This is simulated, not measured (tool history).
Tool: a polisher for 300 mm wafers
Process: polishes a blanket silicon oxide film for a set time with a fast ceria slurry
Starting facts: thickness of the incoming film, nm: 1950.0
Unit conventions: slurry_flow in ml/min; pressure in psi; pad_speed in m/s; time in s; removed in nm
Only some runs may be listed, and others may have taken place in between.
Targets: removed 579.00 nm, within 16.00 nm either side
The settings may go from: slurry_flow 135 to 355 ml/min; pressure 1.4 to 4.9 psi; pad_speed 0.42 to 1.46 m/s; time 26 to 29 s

Run 1, day 0.000: slurry_flow 225 ml/min, pressure 3.1 psi, pad_speed 0.94 m/s, time 29 s. Result: removed 366.93 nm.
Run 2, day 0.279: slurry_flow 225 ml/min, pressure 3.1 psi, pad_speed 0.78 m/s, time 29 s. Result: removed 306.75 nm.
Run 3, day 0.333: slurry_flow 260 ml/min, pressure 3.1 psi, pad_speed 0.78 m/s, time 29 s. Result: removed 312.30 nm.
Run 4, day 0.600: slurry_flow 260 ml/min, pressure 3.1 psi, pad_speed 0.60 m/s, time 29 s. Result: removed 247.70 nm.
Run 5, day 0.825: slurry_flow 265 ml/min, pressure 3.6 psi, pad_speed 0.66 m/s, time 29 s. Result: removed 311.36 nm.
Run 6, day 1.117: slurry_flow 265 ml/min, pressure 3.6 psi, pad_speed 0.54 m/s, time 29 s. Result: removed 262.09 nm.
Run 7, day 1.183: slurry_flow 270 ml/min, pressure 3.9 psi, pad_speed 0.62 m/s, time 29 s. Result: removed 320.02 nm.
Run 8, day 1.512: slurry_flow 270 ml/min, pressure 3.9 psi, pad_speed 0.62 m/s, time 29 s. Result: removed 319.43 nm.
At day 1.862: slurry nozzle cleaned.
Run 9, day 1.862: slurry_flow 275 ml/min, pressure 4.2 psi, pad_speed 0.68 m/s, time 29 s. Result: removed 404.18 nm.
Run 10, day 2.067: slurry_flow 285 ml/min, pressure 4.4 psi, pad_speed 0.70 m/s, time 29 s. Result: removed 431.44 nm.
Run 11, day 2.358: slurry_flow 290 ml/min, pressure 4.5 psi, pad_speed 0.72 m/s, time 29 s. Result: removed 454.86 nm.

4 next moves are on the table. One of them brings every result within its allowed miss. Which?
Run A, day 2.650: slurry_flow 270 ml/min, pressure 3.5 psi, pad_speed 0.72 m/s, time 26 s. Result: removed ?.
Run B, day 2.650: slurry_flow 275 ml/min, pressure 4.7 psi, pad_speed 0.88 m/s, time 29 s. Result: removed ?.
Run C, day 2.650: slurry_flow 320 ml/min, pressure 4.6 psi, pad_speed 0.52 m/s, time 26 s. Result: removed ?.
Run D, day 2.650: slurry_flow 305 ml/min, pressure 4.7 psi, pad_speed 0.66 m/s, time 26 s. Result: removed ?.

move  removed
   A   313.62
   B   567.28
   C   305.17
   D   389.45
A: further off than the last run
B: each result inside its tolerance
C: further off than the last run
D: further off than the last run
Correct choice: B, which meets every target

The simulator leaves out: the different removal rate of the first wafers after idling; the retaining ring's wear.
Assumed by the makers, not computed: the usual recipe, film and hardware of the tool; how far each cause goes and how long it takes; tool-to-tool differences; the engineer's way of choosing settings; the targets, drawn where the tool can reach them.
